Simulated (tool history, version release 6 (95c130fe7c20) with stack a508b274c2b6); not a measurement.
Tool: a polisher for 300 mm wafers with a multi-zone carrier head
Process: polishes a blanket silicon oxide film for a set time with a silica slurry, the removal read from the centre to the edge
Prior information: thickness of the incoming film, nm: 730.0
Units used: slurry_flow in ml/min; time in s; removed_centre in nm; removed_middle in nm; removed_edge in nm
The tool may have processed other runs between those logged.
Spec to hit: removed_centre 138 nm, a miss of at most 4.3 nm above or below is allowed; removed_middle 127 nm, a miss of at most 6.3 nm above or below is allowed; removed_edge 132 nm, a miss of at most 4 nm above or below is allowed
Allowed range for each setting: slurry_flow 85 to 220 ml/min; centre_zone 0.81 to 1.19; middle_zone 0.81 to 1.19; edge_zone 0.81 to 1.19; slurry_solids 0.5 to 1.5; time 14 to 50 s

run  hour  slurry_flow  centre_zone  middle_zone  edge_zone  slurry_solids  time  removed_centre  removed_middle  removed_edge
  1     0          140            1            1          1              1    32          164.28           166.1        160.33
  2     7          140         0.96            1          1              1    32          157.55          167.69        161.61
  3  12.6          140         0.96            1          1           1.15    32          165.69          172.91        172.39
  4  18.7          140         0.96            1       0.95           1.15    32          167.48          172.57        167.77
  5  20.3          140         0.96            1       0.95           1.15    37          196.36          203.57        194.79
  6  28.8          130         0.96         0.94       0.94           0.95    36          170.08          169.11        172.38
  7  31.1          130         0.96         0.94       0.94           0.95    36          173.95          169.84        172.03
  8    38          130         0.96         0.94       0.94           0.95    36          174.41          169.87        174.89
  9  39.6          125         0.96         0.92       0.91            0.8    35          151.67          147.68         151.6

Which one of the following 5 next-run settings gets every result inside its allowed miss? There is exactly one.
  A  41.2          150         1.09         1.14       0.81           0.65    33               ?               ?             ?
  B  41.2          110         0.82          0.9       0.95            0.9    39               ?               ?             ?
  C  41.2          125         0.95         0.84       0.81            1.1    28               ?               ?             ?
  D  41.2          145         0.93         0.97       0.94            0.8    37               ?               ?             ?
  E  41.2          115         1.09         0.87        0.9           0.95    31               ?               ?             ?

move  removed_centre  removed_middle  removed_edge
   A          157.78          160.22        126.28
   B          148.01          166.24        176.36
   C           139.2          126.65        131.07
   D          164.12          170.93        165.93
   E          162.68          132.93        141.13
A: takes the biggest miss from the last run beyond its target
B: further off than the last run
C: every result lands within tolerance
D: further off than the last run
E: further off than the last run
The right move is C.
